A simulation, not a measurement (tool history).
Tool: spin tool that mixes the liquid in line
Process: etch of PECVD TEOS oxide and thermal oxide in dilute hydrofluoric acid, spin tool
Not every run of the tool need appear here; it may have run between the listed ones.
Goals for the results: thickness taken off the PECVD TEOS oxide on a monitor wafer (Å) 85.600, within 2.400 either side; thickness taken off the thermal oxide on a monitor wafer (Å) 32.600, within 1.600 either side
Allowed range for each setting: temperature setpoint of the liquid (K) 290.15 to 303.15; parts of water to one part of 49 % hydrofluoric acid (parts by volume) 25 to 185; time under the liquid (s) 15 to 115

run	hour	temperature setpoint of the liquid (K)	parts of water to one part of 49 % hydrofluoric acid (parts by volume)	time under the liquid (s)	thickness taken off the PECVD TEOS oxide on a monitor wafer (Å)	thickness taken off the thermal oxide on a monitor wafer (Å)
1	0.0	295.15	105	60	71.354	27.969
2	0.7	296.15	105	60	74.623	29.342
3	1.5	297.15	105	60	76.238	29.498
4	7.7	298.15	105	60	82.093	31.171
5	16.1	298.15	130	60	62.650	24.317
6	18.5	299.15	125	60	69.082	25.750
7	24.4	299.15	120	60	71.476	27.431
8	27.4	300.15	120	60	75.873	28.320
9	31.2	300.65	115	60	80.728	30.386
10	32.2	301.15	115	60	81.673	30.325

Which one of the following 4 next-run settings gets every result inside its allowed miss? There is exactly one.
A	33.2	299.15	95	50	?	?
B	33.2	297.65	90	55	?	?
C	33.2	293.15	105	70	?	?
D	33.2	300.15	110	55	?	?

move	thickness taken off the PECVD TEOS oxide on a monitor wafer (Å)	thickness taken off the thermal oxide on a monitor wafer (Å)
A	77.753	29.236
B	85.646	32.204
C	76.556	28.786
D	75.296	28.312
A: moves away from the targets compared with the last run
B: all results land within tolerance of their targets
C: moves away from the targets compared with the last run
D: moves away from the targets compared with the last run
So the answer is move B, the one that meets all the targets.
